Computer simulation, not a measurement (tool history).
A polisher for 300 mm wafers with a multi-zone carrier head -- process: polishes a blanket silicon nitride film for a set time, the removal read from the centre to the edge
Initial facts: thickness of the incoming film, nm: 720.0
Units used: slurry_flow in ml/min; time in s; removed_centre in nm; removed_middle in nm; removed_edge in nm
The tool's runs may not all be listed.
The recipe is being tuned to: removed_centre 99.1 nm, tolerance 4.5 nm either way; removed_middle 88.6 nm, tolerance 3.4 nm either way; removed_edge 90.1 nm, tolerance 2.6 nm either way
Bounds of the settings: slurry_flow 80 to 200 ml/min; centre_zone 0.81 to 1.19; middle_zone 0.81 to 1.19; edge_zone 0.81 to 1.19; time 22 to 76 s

run	hour	slurry_flow	centre_zone	middle_zone	edge_zone	time	removed_centre	removed_middle	removed_edge
1	0	130	1	1	1	49	65.663	71.334	70.135
2	6	140	1.04	1	1.03	50	71.676	73.101	73.323
3	8.9	120	1.04	1	1.03	50	69.517	71.554	70.844
4	16.6	130	1.04	1	1.03	50	69.252	72.966	73.029
5	22.7	150	1.04	1	1.03	50	70.61	75.305	74.396
6	23.7	150	1.07	0.99	1.03	52	75.844	76.507	76.825
7	31.2	150	1.1	0.99	1.04	54	81.376	79.754	80.687
8	31.7	150	1.1	0.99	1.04	54	80.099	80.984	80.355

4 next moves are on the table. One of them brings every result within its allowed miss. Which?
A	32.2	125	1.16	0.91	1.05	66	?	?	?
B	32.2	140	1.13	1.07	1.04	47	?	?	?
C	32.2	150	1.19	0.94	0.99	62	?	?	?
D	32.2	145	1.14	0.9	1.02	65	?	?	?

move	removed_centre	removed_middle	removed_edge
A	98.837	86.956	96.834
B	70.854	72.755	69.726
C	99.17	87.199	91.103
D	99.414	87.6	96.328
A: meets the target for the result that was furthest off, but another lies outside its allowed miss
B: its largest miss is bigger than the last run's
C: in spec on every target
D: meets the target for the result that was furthest off, but another lies outside its allowed miss
C meets every target.
